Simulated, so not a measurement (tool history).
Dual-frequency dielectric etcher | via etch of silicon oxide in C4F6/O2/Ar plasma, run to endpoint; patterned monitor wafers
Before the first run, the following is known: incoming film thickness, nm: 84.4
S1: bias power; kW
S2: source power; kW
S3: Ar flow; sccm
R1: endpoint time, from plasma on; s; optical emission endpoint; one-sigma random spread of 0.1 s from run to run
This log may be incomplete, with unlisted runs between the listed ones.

| run | hour | S1 | S2 | S3 | R1 |
|---|---|---|---|---|---|
| 1 | 0 | 0.613 | 0.24 | 245 | 21.107 |
| 2 | 1.7 | 0.544 | 0.23 | 248 | 22.644 |
| 3 | 7.3 | 0.494 | 0.22 | 249 | 23.965 |
| 4 | 11.4 | 0.459 | 0.22 | 249 | 24.814 |
| 5 | 15.3 | 0.459 | 0.22 | 230 | 24.888 |
| 6 | 17.9 | 0.459 | 0.25 | 230 | 23.898 |

The next listed run, before its measurement:
| 7 | 25.9 | 0.432 | 0.25 | 230 | ? |

Run 7 gave R1 24.772 s.

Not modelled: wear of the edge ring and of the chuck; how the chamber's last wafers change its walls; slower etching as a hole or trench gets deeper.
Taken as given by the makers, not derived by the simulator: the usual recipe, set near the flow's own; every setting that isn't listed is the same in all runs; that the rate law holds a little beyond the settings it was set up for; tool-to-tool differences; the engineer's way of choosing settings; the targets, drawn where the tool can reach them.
